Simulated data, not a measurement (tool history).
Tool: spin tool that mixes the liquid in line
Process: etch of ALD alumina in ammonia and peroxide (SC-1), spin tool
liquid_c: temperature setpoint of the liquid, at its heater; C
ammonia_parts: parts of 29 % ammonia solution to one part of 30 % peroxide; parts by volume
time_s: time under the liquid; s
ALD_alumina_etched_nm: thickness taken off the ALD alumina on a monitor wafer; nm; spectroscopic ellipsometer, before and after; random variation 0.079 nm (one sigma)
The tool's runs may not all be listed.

run  hour  liquid_c  ammonia_parts  time_s  ALD_alumina_etched_nm
  1     0        63            0.8     260                 44.479
  2   2.1        60            0.8     260                 38.156
  3   2.8        60            0.8     260                 38.163
  4  11.7        60            0.8     280                 41.181
  5  17.2        60           0.65     280                 40.221
  6  23.4        60           0.85     280                  41.23
  7  31.9      57.5           0.85     280                 36.362
  8  40.1      55.5           0.85     280                 32.589

The next listed run, before its measurement:
  9    44        54           0.85     280                      ?

Run 9 gave ALD_alumina_etched_nm 30.162 nm.
